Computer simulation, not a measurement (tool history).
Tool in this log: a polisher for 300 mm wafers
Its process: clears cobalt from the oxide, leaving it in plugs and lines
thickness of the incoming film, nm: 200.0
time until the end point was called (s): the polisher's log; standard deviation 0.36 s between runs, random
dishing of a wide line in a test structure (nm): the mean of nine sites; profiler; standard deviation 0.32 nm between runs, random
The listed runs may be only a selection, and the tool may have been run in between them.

run  hour  flow of slurry (ml/min)  pressure of the wafer on the pad (kPa)  speed of the pad under the wafer (m/s)  overpolish time after the end point (s)  time until the end point was called (s)  dishing of a wide line in a test structure (nm)
  1   0.0                      300                                    11.7                                    1.14                                       20                                   36.508                                           31.711
  2   8.9                      300                                    13.1                                    1.16                                       18                                   31.784                                           31.571
  3  13.9                      340                                    13.1                                    1.16                                       18                                   30.930                                           31.760
  4  15.8                      340                                    13.1                                    1.36                                       18                                   26.350                                           32.355
  5  23.0                      340                                    13.1                                    1.36                                       10                                   27.168                                           29.179
  6  23.6                      340                                    13.1                                    1.36                                       12                                   27.087                                           31.360
  7  32.3                      340                                    13.8                                    1.36                                       12                                   25.347                                           30.744

What does the tool deliver on the next run?
  8  37.9                      340                                    13.8                                    1.36                                       13                                        ?                                                ?

Run 8 measured time until the end point was called (s) 25.112, dishing of a wide line in a test structure (nm) 31.253.
